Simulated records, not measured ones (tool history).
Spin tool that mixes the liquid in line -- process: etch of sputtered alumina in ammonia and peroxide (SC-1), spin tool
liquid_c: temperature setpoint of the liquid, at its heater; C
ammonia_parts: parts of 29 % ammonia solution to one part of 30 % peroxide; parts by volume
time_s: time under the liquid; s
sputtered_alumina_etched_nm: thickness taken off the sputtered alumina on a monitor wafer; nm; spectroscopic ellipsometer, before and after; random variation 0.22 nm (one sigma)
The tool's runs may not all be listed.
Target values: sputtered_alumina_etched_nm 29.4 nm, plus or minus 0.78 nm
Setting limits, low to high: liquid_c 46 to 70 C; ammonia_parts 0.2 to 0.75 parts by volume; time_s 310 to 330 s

| run | hour | liquid_c | ammonia_parts | time_s | sputtered_alumina_etched_nm |
|---|---|---|---|---|---|
| 1 | 0 | 62 | 0.45 | 310 | 19.52 |
| 2 | 4.9 | 63 | 0.45 | 310 | 20.34 |
| 3 | 10.5 | 67.5 | 0.45 | 310 | 25.36 |
| 4 | 14.7 | 67.5 | 0.45 | 330 | 26.522 |
| 5 | 23 | 60.5 | 0.45 | 330 | 18.902 |
| 6 | 24.5 | 57.5 | 0.45 | 330 | 16.203 |
| 7 | 32.4 | 59 | 0.45 | 330 | 17.765 |
| 8 | 34.1 | 67 | 0.45 | 330 | 26.412 |
| 9 | 37.9 | 67 | 0.45 | 330 | 26.419 |
| 10 | 47 | 67.5 | 0.45 | 330 | 27.236 |
| 11 | 50.3 | 68.5 | 0.45 | 330 | 28.351 |

Which of these 4 next moves meets every target?
| A | 53.6 | 67.5 | 0.5 | 330 | ? |
| B | 53.6 | 68.5 | 0.45 | 315 | ? |
| C | 53.6 | 69.5 | 0.4 | 330 | ? |
| D | 53.6 | 69.5 | 0.4 | 315 | ? |

| move | sputtered_alumina_etched_nm |
|---|---|
| A | 27.496 |
| B | 27.282 |
| C | 29.665 |
| D | 28.317 |
A: the biggest miss grows against the last run
B: the biggest miss grows against the last run
C: hits every target within its allowed miss
D: no better and no worse than the last run
Go with C: it meets all targets.
